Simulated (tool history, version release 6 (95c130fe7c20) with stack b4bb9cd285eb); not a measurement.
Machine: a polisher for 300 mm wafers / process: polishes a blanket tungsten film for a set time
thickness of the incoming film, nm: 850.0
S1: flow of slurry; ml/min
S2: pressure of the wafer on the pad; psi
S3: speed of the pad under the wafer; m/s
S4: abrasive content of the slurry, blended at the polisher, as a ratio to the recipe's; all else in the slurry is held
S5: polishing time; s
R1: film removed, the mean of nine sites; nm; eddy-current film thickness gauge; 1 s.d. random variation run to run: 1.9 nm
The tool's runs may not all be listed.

Run 1, hour 0: S1 230 ml/min, S2 3.4 psi, S3 1 m/s, S4 1, S5 89 s. Result: R1 363.54 nm.
Run 2, hour 1.6: S1 230 ml/min, S2 2.8 psi, S3 1 m/s, S4 1, S5 89 s. Result: R1 302.81 nm.
Run 3, hour 10.2: S1 255 ml/min, S2 2.8 psi, S3 1 m/s, S4 1, S5 89 s. Result: R1 308.3 nm.
Run 4, hour 13.9: S1 250 ml/min, S2 2.8 psi, S3 1 m/s, S4 1, S5 89 s. Result: R1 307.76 nm.
Run 5, hour 14.9: S1 245 ml/min, S2 2.8 psi, S3 1 m/s, S4 1, S5 89 s. Result: R1 306.65 nm.
Run 6, hour 20.1: S1 245 ml/min, S2 3.5 psi, S3 1 m/s, S4 1, S5 89 s. Result: R1 381.1 nm.
Run 7, hour 21.6: S1 240 ml/min, S2 3.4 psi, S3 1 m/s, S4 1, S5 89 s. Result: R1 366.63 nm.
Run 8, hour 27.5: S1 235 ml/min, S2 3.3 psi, S3 1 m/s, S4 1, S5 89 s. Result: R1 357.14 nm.
Run 9, hour 28.2: S1 235 ml/min, S2 3.2 psi, S3 1 m/s, S4 1, S5 89 s. Result: R1 346.9 nm.
Run 10, hour 35: S1 215 ml/min, S2 2.2 psi, S3 1 m/s, S4 1, S5 89 s. Result: R1 234.93 nm.
Run 11, hour 36.5: S1 220 ml/min, S2 2.2 psi, S3 1 m/s, S4 1, S5 89 s. Result: R1 239.25 nm.
Run 12, hour 42.3: S1 225 ml/min, S2 2.2 psi, S3 1 m/s, S4 1, S5 89 s. Result: R1 242.28 nm.
Run 13, hour 44.3: S1 230 ml/min, S2 2.2 psi, S3 1 m/s, S4 1, S5 89 s. Result: R1 241.3 nm.
Run 14, hour 51.6: S1 235 ml/min, S2 2.2 psi, S3 1 m/s, S4 1, S5 89 s. Result: R1 241.61 nm.

Predict the results of run 15:
Run 15, hour 55.5: S1 235 ml/min, S2 2.2 psi, S3 1 m/s, S4 1, S5 89 s. Result: R1 ?.

{"run 15": {"R1": 240.74}}

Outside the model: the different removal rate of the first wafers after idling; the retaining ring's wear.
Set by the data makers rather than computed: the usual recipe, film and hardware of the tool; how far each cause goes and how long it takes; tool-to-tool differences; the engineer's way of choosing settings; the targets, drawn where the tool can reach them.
